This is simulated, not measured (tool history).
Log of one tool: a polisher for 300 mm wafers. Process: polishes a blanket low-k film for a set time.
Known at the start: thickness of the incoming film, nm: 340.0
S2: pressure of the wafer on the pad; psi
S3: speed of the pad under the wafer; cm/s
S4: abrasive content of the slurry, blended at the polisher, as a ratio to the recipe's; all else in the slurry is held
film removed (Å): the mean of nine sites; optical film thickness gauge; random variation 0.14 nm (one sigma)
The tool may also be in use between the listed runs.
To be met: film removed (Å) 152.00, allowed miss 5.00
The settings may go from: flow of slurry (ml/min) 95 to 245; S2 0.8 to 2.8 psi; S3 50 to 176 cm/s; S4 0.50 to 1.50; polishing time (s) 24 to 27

{"run": 1, "hour": 0.0, "flow of slurry (ml/min)": 155, "S2": 1.8, "S3": 112, "S4": 1.0, "polishing time (s)": 27, "film removed (Å)": 96.13}
{"run": 2, "hour": 5.5, "flow of slurry (ml/min)": 155, "S2": 1.8, "S3": 112, "S4": 1.15, "polishing time (s)": 27, "film removed (Å)": 102.55}
{"run": 3, "hour": 8.4, "flow of slurry (ml/min)": 155, "S2": 1.8, "S3": 112, "S4": 1.3, "polishing time (s)": 27, "film removed (Å)": 111.99}
{"run": 4, "hour": 11.0, "flow of slurry (ml/min)": 170, "S2": 1.8, "S3": 112, "S4": 1.3, "polishing time (s)": 27, "film removed (Å)": 112.9}
{"run": 5, "hour": 19.7, "flow of slurry (ml/min)": 175, "S2": 1.9, "S3": 112, "S4": 1.3, "polishing time (s)": 27, "film removed (Å)": 118.63}
{"run": 6, "hour": 21.2, "flow of slurry (ml/min)": 175, "S2": 2.0, "S3": 112, "S4": 1.3, "polishing time (s)": 27, "film removed (Å)": 125.07}
{"run": 7, "hour": 27.7, "flow of slurry (ml/min)": 175, "S2": 2.0, "S3": 112, "S4": 1.3, "polishing time (s)": 27, "film removed (Å)": 125.57}
{"run": 8, "hour": 36.5, "flow of slurry (ml/min)": 175, "S2": 2.1, "S3": 112, "S4": 1.3, "polishing time (s)": 27, "film removed (Å)": 131.18}
{"run": 9, "hour": 39.1, "flow of slurry (ml/min)": 175, "S2": 2.2, "S3": 112, "S4": 1.3, "polishing time (s)": 27, "film removed (Å)": 137.68}
{"run": 10, "hour": 46.9, "flow of slurry (ml/min)": 180, "S2": 2.3, "S3": 112, "S4": 1.3, "polishing time (s)": 27, "film removed (Å)": 144.16}

4 next moves are on the table. One of them brings every result within its allowed miss. Which?
{"run": "A", "hour": 54.7, "flow of slurry (ml/min)": 155, "S2": 2.7, "S3": 134, "S4": 1.3, "polishing time (s)": 24, "film removed (Å)": "?"}
{"run": "B", "hour": 54.7, "flow of slurry (ml/min)": 185, "S2": 2.4, "S3": 106, "S4": 1.35, "polishing time (s)": 25, "film removed (Å)": "?"}
{"run": "C", "hour": 54.7, "flow of slurry (ml/min)": 215, "S2": 2.4, "S3": 122, "S4": 1.25, "polishing time (s)": 27, "film removed (Å)": "?"}
{"run": "D", "hour": 54.7, "flow of slurry (ml/min)": 150, "S2": 2.7, "S3": 104, "S4": 1.25, "polishing time (s)": 27, "film removed (Å)": "?"}

move=A film_removed_(Å)=165.99
move=B film_removed_(Å)=134.13
move=C film_removed_(Å)=160.60
move=D film_removed_(Å)=148.87
A: takes the result that was furthest off past its target
B: further off than the last run
C: takes the result that was furthest off past its target
D: meets every target
The right move is D.

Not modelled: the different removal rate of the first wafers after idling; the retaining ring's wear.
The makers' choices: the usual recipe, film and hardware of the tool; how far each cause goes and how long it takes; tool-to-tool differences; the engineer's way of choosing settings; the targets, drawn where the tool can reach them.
